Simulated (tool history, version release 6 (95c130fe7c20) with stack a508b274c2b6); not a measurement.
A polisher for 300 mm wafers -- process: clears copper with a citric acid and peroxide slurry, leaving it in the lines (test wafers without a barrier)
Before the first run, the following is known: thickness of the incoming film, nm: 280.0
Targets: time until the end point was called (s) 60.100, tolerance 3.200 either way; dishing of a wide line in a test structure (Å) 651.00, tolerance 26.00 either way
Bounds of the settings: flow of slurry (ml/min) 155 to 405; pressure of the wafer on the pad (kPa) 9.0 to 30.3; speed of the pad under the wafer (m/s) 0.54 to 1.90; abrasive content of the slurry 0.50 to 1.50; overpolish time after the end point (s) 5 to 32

run  hour  flow of slurry (ml/min)  pressure of the wafer on the pad (kPa)  speed of the pad under the wafer (m/s)  abrasive content of the slurry  overpolish time after the end point (s)  time until the end point was called (s)  dishing of a wide line in a test structure (Å)
  1   0.0                      260                                    19.3                                    1.22                            1.00                                       16                                   95.192                                          302.52
  2   7.2                      260                                    19.3                                    1.22                            1.00                                       19                                   96.463                                          351.08
  3  11.7                      260                                    19.3                                    1.08                            1.00                                       19                                  107.590                                          311.10
  4  19.0                      205                                    19.3                                    1.08                            1.00                                       19                                  105.660                                          306.41
  5  27.7                      205                                    19.3                                    0.94                            1.00                                       19                                  122.650                                          270.97
  6  30.9                      205                                    19.3                                    0.94                            1.00                                       22                                  124.140                                          311.04
  7  33.1                      210                                    24.8                                    1.20                            1.05                                       24                                   77.936                                          498.75
  8  36.9                      215                                    26.2                                    1.22                            1.05                                       24                                   72.697                                          510.09

Exactly one of the 5 candidate moves below puts every result within its allowed miss. Which one?
  A  40.7                      240                                    24.8                                    1.52                            1.05                                       28                                        ?                                               ?
  B  40.7                      155                                    27.6                                    1.62                            1.30                                       11                                        ?                                               ?
  C  40.7                      160                                    26.2                                    1.06                            1.05                                       19                                        ?                                               ?
  D  40.7                      195                                    29.6                                    1.30                            0.90                                       17                                        ?                                               ?
  E  40.7                      205                                    29.0                                    1.44                            1.10                                       29                                        ?                                               ?

move  time until the end point was called (s)  dishing of a wide line in a test structure (Å)
   A                                   60.863                                          651.22
   B                                   53.319                                          364.98
   C                                   87.548                                          379.73
   D                                   62.957                                          454.20
   E                                   55.917                                          711.97
A: in spec on every target
B: the biggest miss grows against the last run
C: the biggest miss grows against the last run
D: the biggest miss grows against the last run
E: moves the result that the last run missed by most past its target, out the other side
The right move is A.
